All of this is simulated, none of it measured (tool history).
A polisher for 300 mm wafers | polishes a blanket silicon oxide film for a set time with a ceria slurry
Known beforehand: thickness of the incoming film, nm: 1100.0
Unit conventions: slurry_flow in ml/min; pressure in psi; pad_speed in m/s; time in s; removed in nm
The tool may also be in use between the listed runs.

run  hour  slurry_flow  pressure  pad_speed  time  removed
  1     0          155       3.4       1.04    22    127.3
  2   8.9          160       3.5       1.04    22   129.24
  3  15.8          140       3.5       1.04    22   126.66
  4  24.1          145       3.6       1.04    22    133.4
  5  30.4          145       3.7       1.04    22   134.53
  6  35.2          145       3.7       1.04    20   123.71
  7  38.9          150       3.9       1.04    20   128.85

Expected results for the next run?
  8  46.6          150       4.1       1.04    20        ?

{"run 8": {"removed": 134.63}}

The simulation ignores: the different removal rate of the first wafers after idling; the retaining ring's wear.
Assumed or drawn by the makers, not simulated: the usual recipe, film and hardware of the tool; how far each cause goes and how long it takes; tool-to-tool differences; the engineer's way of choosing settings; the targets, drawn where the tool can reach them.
